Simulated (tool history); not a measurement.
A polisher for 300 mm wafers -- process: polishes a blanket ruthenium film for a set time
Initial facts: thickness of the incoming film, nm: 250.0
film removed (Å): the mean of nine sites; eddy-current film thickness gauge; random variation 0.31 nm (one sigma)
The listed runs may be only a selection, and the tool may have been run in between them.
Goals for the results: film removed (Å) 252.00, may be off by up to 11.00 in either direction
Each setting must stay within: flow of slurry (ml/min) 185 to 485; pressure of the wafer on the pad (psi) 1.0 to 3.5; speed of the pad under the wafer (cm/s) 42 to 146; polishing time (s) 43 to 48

| run | day | flow of slurry (ml/min) | pressure of the wafer on the pad (psi) | speed of the pad under the wafer (cm/s) | polishing time (s) | film removed (Å) |
|---|---|---|---|---|---|---|
| 1 | 0.000 | 310 | 2.2 | 94 | 48 | 485.42 |
| 2 | 0.029 | 235 | 2.2 | 94 | 48 | 491.51 |
| 3 | 0.192 | 235 | 2.2 | 116 | 48 | 599.54 |
| 4 | 0.383 | 235 | 2.2 | 130 | 48 | 647.35 |
| 5 | 0.446 | 270 | 2.2 | 130 | 48 | 669.06 |
| 6 | 0.696 | 270 | 1.9 | 118 | 47 | 534.91 |
| 7 | 1.067 | 270 | 1.7 | 106 | 46 | 430.98 |
| 8 | 1.404 | 270 | 1.1 | 80 | 44 | 232.27 |

Exercise: of the 4 proposed moves below, exactly one satisfies all targets within the stated allowed misses. Which move is it?
| A | 1.742 | 215 | 1.5 | 58 | 44 | ? |
| B | 1.742 | 245 | 1.0 | 80 | 43 | ? |
| C | 1.742 | 240 | 1.0 | 96 | 43 | ? |
| D | 1.742 | 220 | 1.0 | 80 | 43 | ? |

| move | film removed (Å) |
|---|---|
| A | 211.51 |
| B | 216.83 |
| C | 258.27 |
| D | 215.03 |
A: further off than the last run
B: further off than the last run
C: in spec on every target
D: further off than the last run
Correct choice: C, which meets every target

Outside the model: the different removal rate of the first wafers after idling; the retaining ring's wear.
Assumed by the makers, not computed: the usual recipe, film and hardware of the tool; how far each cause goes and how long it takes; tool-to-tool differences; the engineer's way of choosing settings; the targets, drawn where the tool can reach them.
